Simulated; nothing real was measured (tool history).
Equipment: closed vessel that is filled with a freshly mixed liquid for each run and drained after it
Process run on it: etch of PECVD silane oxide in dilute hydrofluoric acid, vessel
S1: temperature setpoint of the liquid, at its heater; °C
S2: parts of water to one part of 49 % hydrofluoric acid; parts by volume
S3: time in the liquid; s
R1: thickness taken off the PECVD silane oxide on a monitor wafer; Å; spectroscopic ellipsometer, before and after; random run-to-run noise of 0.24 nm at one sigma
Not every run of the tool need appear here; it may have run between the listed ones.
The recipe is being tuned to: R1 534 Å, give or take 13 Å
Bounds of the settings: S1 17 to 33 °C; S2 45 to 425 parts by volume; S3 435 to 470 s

run	day	S1	S2	S3	R1
1	0	25	235	435	819.14
2	0.35	25	235	470	891.74
3	0.429	25	270	470	749.14
4	0.542	28	270	470	825.95
5	0.85	28	270	470	827.2
6	1.108	26.5	275	470	758.11
7	1.396	25	275	470	727.5
8	1.458	21	295	470	576.86
9	1.617	20.5	295	470	566.86
10	1.771	20	295	470	556.31

Next run, 4 choices. One meets every target within its allowed miss, the rest don't. Which?
A	1.925	21.5	320	470	?
B	1.925	19.5	265	435	?
C	1.925	22.5	315	470	?
D	1.925	20.5	295	470	?

move	R1
A	527.87
B	576.6
C	558.06
D	565.07
A: all results land within tolerance of their targets
B: misses by more than the last run did
C: misses by more than the last run did
D: misses by more than the last run did
The move that meets every target is A.

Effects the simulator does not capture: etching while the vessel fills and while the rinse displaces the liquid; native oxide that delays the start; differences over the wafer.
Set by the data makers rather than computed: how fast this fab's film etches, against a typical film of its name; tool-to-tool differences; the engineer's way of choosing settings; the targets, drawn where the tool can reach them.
